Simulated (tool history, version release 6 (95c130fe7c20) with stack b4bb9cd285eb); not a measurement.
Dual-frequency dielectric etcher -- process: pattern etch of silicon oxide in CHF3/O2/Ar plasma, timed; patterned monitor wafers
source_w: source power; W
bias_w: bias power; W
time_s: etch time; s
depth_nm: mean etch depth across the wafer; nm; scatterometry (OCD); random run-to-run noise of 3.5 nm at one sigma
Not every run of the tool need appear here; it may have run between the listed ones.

run    day  source_w  bias_w  time_s  depth_nm
  1      0       640     183   557.5    1248.2
  2  0.092       640     214   557.5    1326.8
  3  0.417       580     214   557.5      1294
  4  0.658       560     208   557.5      1255
  5  0.858       650     208   557.5    1325.4
  6  1.054       620     204   557.5    1287.4
  7    1.1       590     200   557.5    1252.6
  8  1.333       570     198   557.5    1241.4
  9    1.7       440     171   557.5    1057.6
 10  1.771       450     172   557.5    1068.3

The next listed run, before its measurement:
 11  2.108       460     173   557.5         ?

depth_nm: 1085.3 nm
